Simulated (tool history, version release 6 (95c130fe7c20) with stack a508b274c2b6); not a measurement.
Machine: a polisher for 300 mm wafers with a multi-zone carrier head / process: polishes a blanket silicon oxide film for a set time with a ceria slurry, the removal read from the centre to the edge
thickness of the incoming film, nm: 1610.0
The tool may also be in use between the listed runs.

run	hour	flow of slurry (ml/min)	pressure of the head's centre zone	pressure of the head's middle zone	pressure of the head's edge zone	polishing time (s)	film removed at the wafer's centre (angstrom)	film removed at mid-radius (angstrom)	film removed at the wafer's edge (angstrom)
1	0	290	1	1	1	75	2800.1	2753.3	2844.9
2	2.5	295	1.01	1.02	1.01	77	2900.1	2865.6	2921.3
3	11.4	300	1.02	1.04	1.02	79	2993.4	2990.4	3012
4	13.7	300	1.02	1.04	1.1	79	2949.5	2939.9	3130.8
5	15.4	305	1.03	1.06	1.1	81	3009.8	3066.2	3225.5
6	20.1	305	0.96	1.06	1.1	81	2914.9	3087.3	3214.1
7	22	305	0.96	1.06	1.1	81	2886.4	3094	3191.4
8	27.9	310	0.98	1.07	1.09	83	3024.7	3220.6	3272.9
9	28.7	315	1	1.08	1.08	84	3059.5	3247.5	3339.2
10	31	310	1.02	1.09	1.06	86	3277.1	3392.3	3349.1
11	36.2	310	1.03	1.1	1.06	87	3304.4	3410.1	3420.5
12	40.6	310	1.03	1.1	1.06	87	3313.7	3433.2	3396
13	48.5	310	1.04	1.11	1.06	88	3390.6	3492.7	3469.1

Estimate the outcome of run 14 from the log above:
14	53.9	310	1.05	1.12	1.05	89	?	?	?

{"run 14": {"film removed at the wafer's centre (angstrom)": 3417, "film removed at mid-radius (angstrom)": 3564.4, "film removed at the wafer's edge (angstrom)": 3444.8}}

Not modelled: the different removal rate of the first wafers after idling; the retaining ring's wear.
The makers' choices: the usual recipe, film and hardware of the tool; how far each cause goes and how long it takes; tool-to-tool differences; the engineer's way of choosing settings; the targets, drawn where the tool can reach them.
